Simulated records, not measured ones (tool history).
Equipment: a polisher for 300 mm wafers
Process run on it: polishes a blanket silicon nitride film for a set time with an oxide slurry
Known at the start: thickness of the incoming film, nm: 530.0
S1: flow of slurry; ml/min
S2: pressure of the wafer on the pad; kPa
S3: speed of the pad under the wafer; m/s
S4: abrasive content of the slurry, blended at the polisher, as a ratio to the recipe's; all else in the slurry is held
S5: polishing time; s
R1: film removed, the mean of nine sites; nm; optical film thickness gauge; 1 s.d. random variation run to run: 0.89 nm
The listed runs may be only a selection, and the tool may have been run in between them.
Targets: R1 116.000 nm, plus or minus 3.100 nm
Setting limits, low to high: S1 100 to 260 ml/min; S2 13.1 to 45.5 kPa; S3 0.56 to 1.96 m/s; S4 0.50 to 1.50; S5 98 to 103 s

| run | day | S1 | S2 | S3 | S4 | S5 | R1 |
|---|---|---|---|---|---|---|---|
| 1 | 0.000 | 165 | 29.0 | 1.26 | 1.00 | 98 | 85.431 |
| 2 | 0.329 | 165 | 29.0 | 1.38 | 1.00 | 98 | 91.386 |
| 3 | 0.571 | 165 | 29.0 | 1.38 | 1.00 | 103 | 95.304 |
| 4 | 0.725 | 170 | 29.6 | 1.38 | 1.00 | 103 | 98.522 |
| 5 | 1.092 | 175 | 30.3 | 1.38 | 1.00 | 103 | 101.220 |
| 6 | 1.417 | 175 | 30.3 | 1.48 | 1.00 | 103 | 104.930 |
| 7 | 1.679 | 175 | 31.0 | 1.48 | 1.00 | 103 | 109.990 |
| 8 | 1.754 | 180 | 31.7 | 1.48 | 1.00 | 103 | 110.980 |

Of the 5 settings listed for the next run, only one would bring every result within its allowed miss of target. Which one?
| A | 1.829 | 180 | 33.8 | 1.42 | 1.10 | 103 | ? |
| B | 1.829 | 190 | 37.2 | 1.40 | 1.05 | 98 | ? |
| C | 1.829 | 170 | 30.3 | 1.76 | 0.75 | 103 | ? |
| D | 1.829 | 145 | 36.5 | 1.34 | 1.00 | 103 | ? |
| E | 1.829 | 125 | 40.7 | 1.54 | 0.90 | 98 | ? |

| move | R1 |
|---|---|
| A | 122.690 |
| B | 125.460 |
| C | 107.480 |
| D | 117.510 |
| E | 127.430 |
A: moves the result that the last run missed by most past its target, out the other side
B: moves the result that the last run missed by most past its target, out the other side
C: moves away from the targets compared with the last run
D: all results in spec
E: moves the result that the last run missed by most past its target, out the other side
Answer: D
